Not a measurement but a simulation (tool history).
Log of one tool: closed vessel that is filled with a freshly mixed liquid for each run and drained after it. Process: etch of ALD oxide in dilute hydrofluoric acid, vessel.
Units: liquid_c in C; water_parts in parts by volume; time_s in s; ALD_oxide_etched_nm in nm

run  hour  liquid_c  water_parts  time_s  ALD_oxide_etched_nm
  1   0.0      22.0          215     165               9.5744
  2   5.5      22.0          175     165              12.3420
  3   9.0      22.0          100     165              23.4750
  4  10.0      22.0          100     165              23.3640
  5  17.4      20.5          150     165              13.8240
  6  18.1      23.5          150     165              15.3940

The next listed run, before its measurement:
  7  21.7      22.5          190     165                    ?

ALD_oxide_etched_nm: 11.3420 nm

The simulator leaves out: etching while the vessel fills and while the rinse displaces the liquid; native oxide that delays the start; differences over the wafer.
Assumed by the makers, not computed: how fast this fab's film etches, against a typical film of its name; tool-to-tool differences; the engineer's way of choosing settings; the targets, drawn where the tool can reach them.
